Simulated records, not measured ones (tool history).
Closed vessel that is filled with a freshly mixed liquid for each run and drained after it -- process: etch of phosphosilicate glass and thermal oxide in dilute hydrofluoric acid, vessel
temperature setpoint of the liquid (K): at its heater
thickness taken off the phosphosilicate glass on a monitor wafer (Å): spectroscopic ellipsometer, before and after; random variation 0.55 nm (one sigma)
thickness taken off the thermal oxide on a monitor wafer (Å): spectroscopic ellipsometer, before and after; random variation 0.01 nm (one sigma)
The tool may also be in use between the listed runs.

| run | hour | temperature setpoint of the liquid (K) | parts of water to one part of 49 % hydrofluoric acid (parts by volume) | time in the liquid (s) | thickness taken off the phosphosilicate glass on a monitor wafer (Å) | thickness taken off the thermal oxide on a monitor wafer (Å) |
|---|---|---|---|---|---|---|
| 1 | 0.0 | 298.15 | 45 | 60 | 3287.4 | 69.386 |
| 2 | 4.0 | 299.65 | 45 | 60 | 3470.1 | 73.776 |
| 3 | 12.5 | 297.15 | 55 | 55 | 2338.5 | 48.991 |
| 4 | 18.9 | 295.65 | 60 | 50 | 1833.3 | 38.503 |
| 5 | 27.2 | 294.15 | 65 | 50 | 1563.7 | 33.237 |
| 6 | 31.7 | 293.15 | 70 | 50 | 1385.9 | 29.201 |

For run 7, what comes out?
| 7 | 32.9 | 292.15 | 70 | 50 | ? | ? |

{"run 7": {"thickness taken off the phosphosilicate glass on a monitor wafer (Å)": 1317.0, "thickness taken off the thermal oxide on a monitor wafer (Å)": 27.981}}
